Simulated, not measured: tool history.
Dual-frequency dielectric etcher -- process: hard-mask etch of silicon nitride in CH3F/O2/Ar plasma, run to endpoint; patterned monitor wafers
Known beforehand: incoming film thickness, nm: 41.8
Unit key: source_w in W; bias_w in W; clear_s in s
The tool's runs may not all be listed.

{"run": 1, "day": 0.0, "source_w": 320, "bias_w": 64, "clear_s": 68.827}
{"run": 2, "day": 0.217, "source_w": 380, "bias_w": 64, "clear_s": 64.908}
{"run": 3, "day": 0.562, "source_w": 350, "bias_w": 61, "clear_s": 67.973}
{"run": 4, "day": 0.65, "source_w": 330, "bias_w": 59, "clear_s": 69.439}
{"run": 5, "day": 0.833, "source_w": 310, "bias_w": 56, "clear_s": 71.822}
{"run": 6, "day": 1.075, "source_w": 290, "bias_w": 54, "clear_s": 74.17}

For run 7, what comes out?
{"run": 7, "day": 1.15, "source_w": 280, "bias_w": 52, "clear_s": "?"}

clear_s: 76.016 s
